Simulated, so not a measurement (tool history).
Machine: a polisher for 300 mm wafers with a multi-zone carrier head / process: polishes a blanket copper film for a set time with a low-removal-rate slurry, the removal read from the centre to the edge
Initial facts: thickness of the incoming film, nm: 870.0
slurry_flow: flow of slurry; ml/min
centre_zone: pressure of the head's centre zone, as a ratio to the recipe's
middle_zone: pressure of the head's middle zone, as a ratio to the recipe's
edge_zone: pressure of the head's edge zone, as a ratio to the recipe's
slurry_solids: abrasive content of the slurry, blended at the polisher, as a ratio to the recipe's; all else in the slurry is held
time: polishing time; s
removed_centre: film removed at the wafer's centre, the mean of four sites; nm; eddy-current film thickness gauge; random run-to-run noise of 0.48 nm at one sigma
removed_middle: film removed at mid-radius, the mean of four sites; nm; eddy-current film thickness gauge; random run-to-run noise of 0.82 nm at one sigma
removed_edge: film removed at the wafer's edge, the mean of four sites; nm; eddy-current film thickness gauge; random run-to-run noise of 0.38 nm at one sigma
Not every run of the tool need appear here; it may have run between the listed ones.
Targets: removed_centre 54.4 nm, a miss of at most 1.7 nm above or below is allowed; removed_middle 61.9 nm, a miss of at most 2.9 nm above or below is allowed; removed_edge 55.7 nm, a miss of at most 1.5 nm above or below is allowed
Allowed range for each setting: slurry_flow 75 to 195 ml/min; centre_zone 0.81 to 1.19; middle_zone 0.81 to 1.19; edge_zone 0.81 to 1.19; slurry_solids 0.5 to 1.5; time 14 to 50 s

{"run": 1, "hour": 0.0, "slurry_flow": 125, "centre_zone": 1, "middle_zone": 1, "edge_zone": 1, "slurry_solids": 1, "time": 32, "removed_centre": 83.338, "removed_middle": 84.447, "removed_edge": 87.089}
{"run": 2, "hour": 7.0, "slurry_flow": 150, "centre_zone": 1, "middle_zone": 1, "edge_zone": 1, "slurry_solids": 1, "time": 32, "removed_centre": 87.333, "removed_middle": 87.656, "removed_edge": 88.931}
{"run": 3, "hour": 11.1, "slurry_flow": 145, "centre_zone": 0.98, "middle_zone": 1.01, "edge_zone": 0.96, "slurry_solids": 0.9, "time": 30, "removed_centre": 77.752, "removed_middle": 80.653, "removed_edge": 80.4}
{"run": 4, "hour": 13.6, "slurry_flow": 140, "centre_zone": 0.98, "middle_zone": 1.03, "edge_zone": 0.93, "slurry_solids": 0.8, "time": 28, "removed_centre": 69.612, "removed_middle": 73.465, "removed_edge": 70.967}
{"run": 5, "hour": 16.6, "slurry_flow": 140, "centre_zone": 0.9, "middle_zone": 1.03, "edge_zone": 0.93, "slurry_solids": 0.8, "time": 28, "removed_centre": 64.964, "removed_middle": 71.986, "removed_edge": 71.215}
{"hour": 23.0, "done": "edge zone pressure recalibrated"}
{"run": 6, "hour": 23.0, "slurry_flow": 140, "centre_zone": 0.9, "middle_zone": 1.03, "edge_zone": 0.93, "slurry_solids": 0.9, "time": 28, "removed_centre": 69.188, "removed_middle": 73.996, "removed_edge": 69.687}
{"run": 7, "hour": 23.8, "slurry_flow": 130, "centre_zone": 0.88, "middle_zone": 1.03, "edge_zone": 0.9, "slurry_solids": 0.85, "time": 28, "removed_centre": 65.229, "removed_middle": 73.336, "removed_edge": 67.845}
{"run": 8, "hour": 26.9, "slurry_flow": 130, "centre_zone": 0.88, "middle_zone": 1.03, "edge_zone": 0.9, "slurry_solids": 0.85, "time": 28, "removed_centre": 65.593, "removed_middle": 74.283, "removed_edge": 67.975}
{"run": 9, "hour": 34.5, "slurry_flow": 95, "centre_zone": 0.87, "middle_zone": 1.02, "edge_zone": 0.81, "slurry_solids": 0.6, "time": 26, "removed_centre": 51.37, "removed_middle": 56.69, "removed_edge": 52.111}
{"run": 10, "hour": 40.0, "slurry_flow": 100, "centre_zone": 0.87, "middle_zone": 1.03, "edge_zone": 0.81, "slurry_solids": 0.6, "time": 26, "removed_centre": 51.072, "removed_middle": 57.203, "removed_edge": 52.65}
{"run": 11, "hour": 48.0, "slurry_flow": 135, "centre_zone": 0.89, "middle_zone": 1.07, "edge_zone": 0.83, "slurry_solids": 0.65, "time": 26, "removed_centre": 57.325, "removed_middle": 65.884, "removed_edge": 57.162}
{"run": 12, "hour": 55.3, "slurry_flow": 130, "centre_zone": 0.89, "middle_zone": 1.07, "edge_zone": 0.83, "slurry_solids": 0.65, "time": 26, "removed_centre": 56.974, "removed_middle": 64.336, "removed_edge": 56.24}
{"run": 13, "hour": 57.4, "slurry_flow": 125, "centre_zone": 0.89, "middle_zone": 1.07, "edge_zone": 0.83, "slurry_solids": 0.65, "time": 26, "removed_centre": 55.814, "removed_middle": 64.922, "removed_edge": 56.067}
{"run": 14, "hour": 61.4, "slurry_flow": 125, "centre_zone": 0.89, "middle_zone": 1.06, "edge_zone": 0.83, "slurry_solids": 0.65, "time": 26, "removed_centre": 57.369, "removed_middle": 64.793, "removed_edge": 56.09}

Next run, 4 choices. One meets every target within its allowed miss, the rest don't. Which?
{"run": "A", "hour": 65.4, "slurry_flow": 185, "centre_zone": 0.87, "middle_zone": 1.05, "edge_zone": 0.85, "slurry_solids": 0.5, "time": 28, "removed_centre": "?", "removed_middle": "?", "removed_edge": "?"}
{"run": "B", "hour": 65.4, "slurry_flow": 125, "centre_zone": 0.84, "middle_zone": 1.17, "edge_zone": 0.84, "slurry_solids": 0.7, "time": 25, "removed_centre": "?", "removed_middle": "?", "removed_edge": "?"}
{"run": "C", "hour": 65.4, "slurry_flow": 115, "centre_zone": 0.85, "middle_zone": 1.01, "edge_zone": 0.88, "slurry_solids": 0.55, "time": 28, "removed_centre": "?", "removed_middle": "?", "removed_edge": "?"}
{"run": "D", "hour": 65.4, "slurry_flow": 155, "centre_zone": 0.91, "middle_zone": 1.07, "edge_zone": 0.9, "slurry_solids": 0.65, "time": 24, "removed_centre": "?", "removed_middle": "?", "removed_edge": "?"}

move=A removed_centre=60 removed_middle=68.93 removed_edge=58.779
move=B removed_centre=53.588 removed_middle=69.581 removed_edge=54.776
move=C removed_centre=55.267 removed_middle=63.035 removed_edge=57.742
move=D removed_centre=55.372 removed_middle=63.032 removed_edge=54.528
A: the biggest miss grows against the last run
B: the furthest-off result lands on target, but another misses its tolerance
C: the furthest-off result lands on target, but another misses its tolerance
D: all results in spec
Answer: D
